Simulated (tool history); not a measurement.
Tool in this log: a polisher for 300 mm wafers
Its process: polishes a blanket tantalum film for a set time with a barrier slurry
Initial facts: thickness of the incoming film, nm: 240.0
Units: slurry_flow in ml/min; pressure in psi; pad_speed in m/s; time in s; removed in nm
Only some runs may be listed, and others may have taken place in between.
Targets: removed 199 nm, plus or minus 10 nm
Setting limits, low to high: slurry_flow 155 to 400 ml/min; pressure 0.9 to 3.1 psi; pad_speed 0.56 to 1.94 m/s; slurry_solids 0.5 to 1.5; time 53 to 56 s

run 1 hour=0 | slurry_flow=255 pressure=2 pad_speed=1.24 slurry_solids=1 time=53 | removed=102.32
run 2 hour=3.1 | slurry_flow=255 pressure=2.3 pad_speed=1.28 slurry_solids=1 time=53 | removed=124.78
run 3 hour=12 | slurry_flow=255 pressure=2.5 pad_speed=1.3 slurry_solids=1 time=53 | removed=135.46
run 4 hour=15.9 | slurry_flow=255 pressure=2.7 pad_speed=1.34 slurry_solids=1 time=53 | removed=149.61
run 5 hour=18.5 | slurry_flow=255 pressure=2.8 pad_speed=1.38 slurry_solids=1 time=53 | removed=159.99
run 6 hour=26.9 | slurry_flow=255 pressure=2.8 pad_speed=1.38 slurry_solids=1.15 time=53 | removed=164.1
run 7 hour=28.4 | slurry_flow=255 pressure=2.8 pad_speed=1.38 slurry_solids=1.15 time=53 | removed=165.47
run 8 hour=31 | slurry_flow=255 pressure=2.9 pad_speed=1.4 slurry_solids=1.15 time=53 | removed=172.63
run 9 hour=33.2 | slurry_flow=255 pressure=3 pad_speed=1.42 slurry_solids=1.15 time=53 | removed=185.98

Next run, 5 choices. One meets every target within its allowed miss, the rest don't. Which?
run A hour=35.4 | slurry_flow=265 pressure=3 pad_speed=1.42 slurry_solids=1.15 time=53 | removed=?
run B hour=35.4 | slurry_flow=255 pressure=3.1 pad_speed=1.36 slurry_solids=1.3 time=56 | removed=?
run C hour=35.4 | slurry_flow=280 pressure=3 pad_speed=1.26 slurry_solids=1.2 time=53 | removed=?
run D hour=35.4 | slurry_flow=260 pressure=2.8 pad_speed=1.44 slurry_solids=1.05 time=54 | removed=?
run E hour=35.4 | slurry_flow=265 pressure=2.8 pad_speed=1.36 slurry_solids=1.15 time=56 | removed=?

move=A removed=184.15
move=B removed=198.62
move=C removed=166.68
move=D removed=172.64
move=E removed=174.38
A: moves away from the targets compared with the last run
B: all results in spec
C: moves away from the targets compared with the last run
D: moves away from the targets compared with the last run
E: moves away from the targets compared with the last run
The move that meets every target is B.

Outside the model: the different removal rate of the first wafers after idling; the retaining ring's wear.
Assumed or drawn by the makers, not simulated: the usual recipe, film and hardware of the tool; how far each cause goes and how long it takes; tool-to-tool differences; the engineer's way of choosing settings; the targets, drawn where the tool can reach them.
